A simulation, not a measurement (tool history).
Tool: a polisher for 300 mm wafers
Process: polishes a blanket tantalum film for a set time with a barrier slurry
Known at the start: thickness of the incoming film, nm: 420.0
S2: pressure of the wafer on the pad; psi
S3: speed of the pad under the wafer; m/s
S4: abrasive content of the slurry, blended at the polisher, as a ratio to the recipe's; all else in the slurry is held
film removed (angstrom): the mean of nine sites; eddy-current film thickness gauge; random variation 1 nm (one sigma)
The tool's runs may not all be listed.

Run 1, hour 0.0: flow of slurry (ml/min) 275, S2 2.2 psi, S3 1.04 m/s, S4 1.0, polishing time (s) 30. Result: film removed (angstrom) 531.97.
Run 2, hour 0.7: flow of slurry (ml/min) 275, S2 2.0 psi, S3 1.04 m/s, S4 1.0, polishing time (s) 30. Result: film removed (angstrom) 472.29.
Run 3, hour 6.8: flow of slurry (ml/min) 275, S2 2.2 psi, S3 1.04 m/s, S4 1.0, polishing time (s) 30. Result: film removed (angstrom) 533.87.
Run 4, hour 12.2: flow of slurry (ml/min) 275, S2 2.4 psi, S3 1.04 m/s, S4 1.0, polishing time (s) 30. Result: film removed (angstrom) 581.09.
Run 5, hour 13.5: flow of slurry (ml/min) 275, S2 2.4 psi, S3 1.04 m/s, S4 1.0, polishing time (s) 27. Result: film removed (angstrom) 513.95.
Run 6, hour 19.9: flow of slurry (ml/min) 275, S2 2.4 psi, S3 1.04 m/s, S4 1.0, polishing time (s) 27. Result: film removed (angstrom) 514.68.
Run 7, hour 28.3: flow of slurry (ml/min) 275, S2 2.6 psi, S3 1.06 m/s, S4 1.0, polishing time (s) 27. Result: film removed (angstrom) 558.17.

Forecast run 8:
Run 8, hour 28.9: flow of slurry (ml/min) 275, S2 2.8 psi, S3 1.08 m/s, S4 1.0, polishing time (s) 27. Result: film removed (angstrom) ?.

Run 8 gave film removed (angstrom) 613.08.
